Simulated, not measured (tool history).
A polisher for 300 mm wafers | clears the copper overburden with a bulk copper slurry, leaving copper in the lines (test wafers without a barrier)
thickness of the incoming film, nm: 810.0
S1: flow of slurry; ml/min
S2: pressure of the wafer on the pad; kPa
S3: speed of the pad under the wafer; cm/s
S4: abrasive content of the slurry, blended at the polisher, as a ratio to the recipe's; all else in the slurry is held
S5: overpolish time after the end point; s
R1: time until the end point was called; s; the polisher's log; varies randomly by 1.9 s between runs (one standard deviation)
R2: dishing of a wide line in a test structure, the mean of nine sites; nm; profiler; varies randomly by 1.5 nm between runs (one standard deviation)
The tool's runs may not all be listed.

| run | hour | S1 | S2 | S3 | S4 | S5 | R1 | R2 |
|---|---|---|---|---|---|---|---|---|
| 1 | 0 | 170 | 14.5 | 130 | 1 | 25 | 92.62 | 104.13 |
| 2 | 2.4 | 195 | 14.5 | 130 | 1 | 25 | 90.095 | 105 |
| 3 | 6.7 | 195 | 12.4 | 130 | 1 | 25 | 104.01 | 94.261 |
| 4 | 10.8 | 190 | 11 | 126 | 1 | 25 | 120.65 | 84.69 |
| 5 | 16.7 | 190 | 11 | 126 | 0.9 | 25 | 123.91 | 86.97 |
| 6 | 20.3 | 185 | 10.3 | 124 | 0.9 | 25 | 134.09 | 79.244 |
| 7 | 28.7 | 180 | 9.7 | 124 | 0.9 | 26 | 141.48 | 79.01 |
| 8 | 37.3 | 175 | 9 | 124 | 0.9 | 26 | 156.06 | 74.831 |
| 9 | 38.4 | 165 | 9 | 124 | 0.9 | 26 | 154.93 | 71.856 |
| 10 | 40.3 | 155 | 9 | 124 | 0.9 | 27 | 156.8 | 72.293 |
| 11 | 44.4 | 155 | 9 | 124 | 0.9 | 27 | 154.93 | 71.389 |
| 12 | 47.7 | 150 | 9 | 124 | 0.9 | 28 | 156.43 | 74.722 |
| 13 | 52.1 | 145 | 9 | 124 | 0.9 | 28 | 158.54 | 74.447 |
| 14 | 58.8 | 140 | 9 | 124 | 0.9 | 28 | 161.65 | 75.239 |

Run 15, settings as shown, results not yet in. Your forecast:
| 15 | 64.5 | 135 | 9 | 124 | 0.9 | 28 | ? | ? |

Run 15 measured R1 161.56 s, R2 75.091 nm.
